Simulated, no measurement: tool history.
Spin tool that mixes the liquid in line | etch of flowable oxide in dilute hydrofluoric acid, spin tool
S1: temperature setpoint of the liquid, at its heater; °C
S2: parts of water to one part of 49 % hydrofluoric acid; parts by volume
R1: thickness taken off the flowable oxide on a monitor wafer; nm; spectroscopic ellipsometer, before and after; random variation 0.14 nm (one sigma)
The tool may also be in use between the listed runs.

Run 1, hour 0: S1 21 °C, S2 95 parts by volume, time under the liquid (s) 50. Result: R1 19.566 nm.
Run 2, hour 4.8: S1 23.5 °C, S2 95 parts by volume, time under the liquid (s) 50. Result: R1 21.703 nm.
Run 3, hour 9.1: S1 26.5 °C, S2 95 parts by volume, time under the liquid (s) 50. Result: R1 24.056 nm.
Run 4, hour 11.2: S1 24.5 °C, S2 100 parts by volume, time under the liquid (s) 50. Result: R1 21.221 nm.
Run 5, hour 13.9: S1 28 °C, S2 100 parts by volume, time under the liquid (s) 50. Result: R1 24.536 nm.
Run 6, hour 20.6: S1 24.5 °C, S2 100 parts by volume, time under the liquid (s) 50. Result: R1 21.206 nm.
Run 7, hour 24: S1 23 °C, S2 100 parts by volume, time under the liquid (s) 50. Result: R1 19.994 nm.
Run 8, hour 30: S1 22 °C, S2 100 parts by volume, time under the liquid (s) 50. Result: R1 19.717 nm.

The next listed run, before its measurement:
Run 9, hour 36.8: S1 21 °C, S2 105 parts by volume, time under the liquid (s) 50. Result: R1 ?.

R1: 17.44 nm

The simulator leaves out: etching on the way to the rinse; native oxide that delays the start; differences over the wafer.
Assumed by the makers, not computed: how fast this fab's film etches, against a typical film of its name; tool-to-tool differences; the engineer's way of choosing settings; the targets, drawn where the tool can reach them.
